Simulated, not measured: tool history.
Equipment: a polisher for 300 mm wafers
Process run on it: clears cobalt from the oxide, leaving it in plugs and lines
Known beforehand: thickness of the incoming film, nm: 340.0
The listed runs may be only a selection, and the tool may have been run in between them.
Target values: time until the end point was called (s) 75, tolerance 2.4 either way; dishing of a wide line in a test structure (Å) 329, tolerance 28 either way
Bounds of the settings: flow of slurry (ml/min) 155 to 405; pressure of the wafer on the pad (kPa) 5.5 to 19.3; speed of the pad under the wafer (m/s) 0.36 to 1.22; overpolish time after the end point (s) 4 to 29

run  hour  flow of slurry (ml/min)  pressure of the wafer on the pad (kPa)  speed of the pad under the wafer (m/s)  overpolish time after the end point (s)  time until the end point was called (s)  dishing of a wide line in a test structure (Å)
  1     0                      260                                    12.4                                    0.78                                       15                                   90.056                                          391.61
  2   7.4                      310                                    12.4                                    0.78                                       15                                   88.289                                          384.84
  3   9.1                      280                                    12.4                                    0.78                                       15                                   88.322                                          377.75
  4  10.6                      280                                    13.1                                    0.78                                       14                                   84.046                                          375.02
  5  16.6                      280                                    13.1                                    0.86                                       14                                   77.126                                          396.56
  6  25.6                      280                                    15.2                                    0.86                                       14                                   67.254                                          442.93
  7  33.3                      280                                    15.2                                    0.86                                       14                                   67.286                                          417.52
  8  36.8                      280                                    15.2                                    0.86                                       13                                   67.787                                          417.57
  9  42.1                      280                                    15.2                                    0.86                                       12                                   66.671                                          392.05

Below are 5 possible settings for the next run. Only one of them brings all results inside the allowed miss of their targets. Which is it?
  A  47.4                      280                                    14.5                                    0.94                                       14                                        ?                                               ?
  B  47.4                      340                                    14.5                                    0.88                                       13                                        ?                                               ?
  C  47.4                      335                                    14.5                                    0.78                                       10                                        ?                                               ?
  D  47.4                      275                                    10.3                                    1.08                                       16                                        ?                                               ?
  E  47.4                      285                                    15.2                                    0.72                                       11                                        ?                                               ?

move  time until the end point was called (s)  dishing of a wide line in a test structure (Å)
   A                                   63.309                                          440.47
   B                                   66.354                                          414.49
   C                                   74.696                                          330.81
   D                                   74.999                                          433.39
   E                                   78.465                                          340.92
A: lands further from the targets than the last run did
B: about the same distance from the targets as the last run
C: hits every target within its allowed miss
D: the worst result of the last run now meets its target, but another is out of spec
E: takes the result that was furthest off past its target
Answer: C
